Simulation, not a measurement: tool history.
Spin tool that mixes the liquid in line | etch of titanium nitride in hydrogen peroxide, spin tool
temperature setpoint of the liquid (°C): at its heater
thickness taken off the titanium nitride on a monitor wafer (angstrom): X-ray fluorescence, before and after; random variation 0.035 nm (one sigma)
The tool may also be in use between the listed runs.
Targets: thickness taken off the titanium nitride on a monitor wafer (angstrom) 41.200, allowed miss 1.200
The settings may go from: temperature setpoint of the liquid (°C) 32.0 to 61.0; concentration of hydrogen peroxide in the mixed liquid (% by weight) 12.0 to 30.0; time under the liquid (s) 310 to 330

run    day  temperature setpoint of the liquid (°C)  concentration of hydrogen peroxide in the mixed liquid (% by weight)  time under the liquid (s)  thickness taken off the titanium nitride on a monitor wafer (angstrom)
  1  0.000                                     45.0                                                                  23.0                        310                                                                  74.502
  2  0.067                                     45.0                                                                  23.0                        330                                                                  79.714
  3  0.238                                     45.0                                                                  19.0                        330                                                                  76.384
  4  0.438                                     39.5                                                                  19.0                        330                                                                  49.979
  5  0.729                                     39.0                                                                  19.0                        330                                                                  47.862
     1.012  -- peroxide flow meter replaced
  6  1.012                                     39.0                                                                  19.0                        330                                                                  49.215
  7  1.329                                     38.5                                                                  19.0                        330                                                                  47.038
  8  1.467                                     37.5                                                                  19.0                        330                                                                  43.652

Which of these 4 next moves meets every target?
  A  1.604                                     37.0                                                                  16.5                        310                                                                       ?
  B  1.604                                     37.0                                                                  17.0                        330                                                                       ?
  C  1.604                                     37.0                                                                  18.0                        310                                                                       ?
  D  1.604                                     39.0                                                                  21.5                        310                                                                       ?

move  thickness taken off the titanium nitride on a monitor wafer (angstrom)
   A                                                                  37.761
   B                                                                  40.453
   C                                                                  38.465
   D                                                                  46.693
A: takes the result that was furthest off past its target
B: meets every target
C: takes the result that was furthest off past its target
D: further off than the last run
The right move is B.

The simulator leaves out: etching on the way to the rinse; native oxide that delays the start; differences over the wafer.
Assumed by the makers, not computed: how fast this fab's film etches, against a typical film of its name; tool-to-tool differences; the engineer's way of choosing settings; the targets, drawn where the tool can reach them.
